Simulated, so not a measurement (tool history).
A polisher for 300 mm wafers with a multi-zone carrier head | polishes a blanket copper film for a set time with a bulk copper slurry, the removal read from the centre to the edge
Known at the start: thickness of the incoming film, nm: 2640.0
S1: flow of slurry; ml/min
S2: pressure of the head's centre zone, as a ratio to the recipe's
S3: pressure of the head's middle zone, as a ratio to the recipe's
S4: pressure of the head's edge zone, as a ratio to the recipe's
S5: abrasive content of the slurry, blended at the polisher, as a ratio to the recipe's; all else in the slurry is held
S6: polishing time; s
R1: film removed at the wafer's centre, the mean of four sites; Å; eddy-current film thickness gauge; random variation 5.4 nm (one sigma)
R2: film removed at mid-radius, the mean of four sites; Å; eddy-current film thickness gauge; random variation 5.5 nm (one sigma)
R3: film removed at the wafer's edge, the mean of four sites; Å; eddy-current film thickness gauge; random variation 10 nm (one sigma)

Run 1, day 0.000: S1 185 ml/min, S2 1.00, S3 1.00, S4 1.00, S5 1.00, S6 84 s. Result: R1 8415.2 Å, R2 8597.4 Å, R3 8662.3 Å.
Run 2, day 0.275: S1 185 ml/min, S2 1.00, S3 1.00, S4 0.94, S5 1.00, S6 84 s. Result: R1 8472.3 Å, R2 8543.2 Å, R3 8373.5 Å.
Run 3, day 0.596: S1 185 ml/min, S2 0.96, S3 1.00, S4 0.94, S5 1.00, S6 84 s. Result: R1 8008.8 Å, R2 8560.8 Å, R3 8471.7 Å.
Run 4, day 0.671: S1 175 ml/min, S2 0.97, S3 0.96, S4 0.94, S5 0.95, S6 84 s. Result: R1 8071.8 Å, R2 8103.2 Å, R3 8489.6 Å.
Run 5, day 0.921: S1 195 ml/min, S2 0.97, S3 0.96, S4 0.94, S5 0.95, S6 84 s. Result: R1 8056.2 Å, R2 8196.7 Å, R3 8450.8 Å.
Run 6, day 1.217: S1 165 ml/min, S2 0.97, S3 0.96, S4 0.94, S5 0.95, S6 84 s. Result: R1 8066.9 Å, R2 8137.7 Å, R3 8182.2 Å.
Run 7, day 1.450: S1 170 ml/min, S2 0.98, S3 0.93, S4 0.95, S5 0.85, S6 83 s. Result: R1 7936.4 Å, R2 7766.3 Å, R3 7975.4 Å.
Run 8, day 1.496: S1 175 ml/min, S2 0.99, S3 0.90, S4 0.97, S5 0.85, S6 81 s. Result: R1 7640.7 Å, R2 7293.6 Å, R3 7875.3 Å.
Run 9, day 1.712: S1 175 ml/min, S2 1.00, S3 0.88, S4 0.98, S5 0.85, S6 81 s. Result: R1 7774.0 Å, R2 7124.3 Å, R3 7892.8 Å.
Run 10, day 2.054: S1 175 ml/min, S2 1.00, S3 0.86, S4 0.99, S5 0.85, S6 81 s. Result: R1 7895.6 Å, R2 7015.9 Å, R3 8099.8 Å.

The next listed run, before its measurement:
Run 11, day 2.375: S1 170 ml/min, S2 1.00, S3 0.85, S4 0.99, S5 0.85, S6 81 s. Result: R1 ?, R2 ?, R3 ?.

Run 11 gave R1 7724.9 Å, R2 6888.0 Å, R3 7933.8 Å.
